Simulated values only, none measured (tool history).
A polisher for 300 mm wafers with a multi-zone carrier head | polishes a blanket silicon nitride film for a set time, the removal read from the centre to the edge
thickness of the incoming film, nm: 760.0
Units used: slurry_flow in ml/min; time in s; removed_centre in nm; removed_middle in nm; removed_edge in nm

run	hour	slurry_flow	centre_zone	middle_zone	edge_zone	time	removed_centre	removed_middle	removed_edge
1	0.0	150	1.00	1.00	1.00	62	151.280	155.370	150.970
2	1.6	150	1.00	1.04	1.00	62	150.000	160.400	150.110
3	7.3	150	1.00	1.04	1.03	62	148.680	160.600	154.150
4	9.6	140	0.99	1.00	1.00	55	129.130	133.260	132.020
5	13.4	175	0.99	1.00	1.00	55	139.970	139.670	134.400
6	18.9	175	0.99	0.92	1.00	55	140.840	130.120	136.270
7	23.4	175	0.99	0.92	1.00	55	138.870	132.340	136.600
8	29.7	165	0.98	0.90	0.97	49	118.320	113.030	119.700
9	30.7	165	0.99	0.89	0.94	45	110.310	104.800	107.880
10	31.9	155	1.00	0.87	0.92	42	102.840	94.390	98.444
11	38.4	145	1.00	0.86	0.90	41	101.100	89.875	94.965

What does the tool deliver on the next run?
12	46.8	135	0.99	0.86	0.88	40	?	?	?

Run 12 produced removed_centre 93.851 nm, removed_middle 86.219 nm, removed_edge 90.554 nm.
